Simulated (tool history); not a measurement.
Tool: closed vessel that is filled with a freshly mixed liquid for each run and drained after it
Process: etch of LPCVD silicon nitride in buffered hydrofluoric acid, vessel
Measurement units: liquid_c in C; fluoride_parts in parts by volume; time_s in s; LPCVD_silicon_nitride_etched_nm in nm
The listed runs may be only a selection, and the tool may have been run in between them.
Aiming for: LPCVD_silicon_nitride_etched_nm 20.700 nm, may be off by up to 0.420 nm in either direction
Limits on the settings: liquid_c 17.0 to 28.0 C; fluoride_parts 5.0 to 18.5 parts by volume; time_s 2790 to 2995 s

run    day  liquid_c  fluoride_parts  time_s  LPCVD_silicon_nitride_etched_nm
  1  0.000      20.0            11.5    2790                           31.933
  2  0.142      19.0            12.5    2790                           27.804
  3  0.262      18.5            13.0    2790                           25.847
  4  0.333      18.5            13.0    2790                           25.834
  5  0.492      18.5            13.0    2790                           25.866
  6  0.646      18.0            13.5    2790                           24.194
  7  0.962      17.5            14.0    2790                           22.750
  8  1.367      17.5            14.5    2790                           22.243

Which of these 5 next moves meets every target?
  A  1.771      18.0            16.0    2945                                ?
  B  1.771      18.0            17.0    2995                                ?
  C  1.771      20.0            18.5    2995                                ?
  D  1.771      18.0            17.0    2815                                ?
  E  1.771      18.0            15.5    2920                                ?

move  LPCVD_silicon_nitride_etched_nm
   A                           21.722
   B                           20.809
   C                           21.432
   D                           19.558
   E                           22.222
A: nearer than the last run, and not there yet
B: every result within its allowed miss
C: nearer than the last run, and not there yet
D: moves the result that the last run missed by most past its target, out the other side
E: just as far off the targets as the last run
Move B is the one to make.
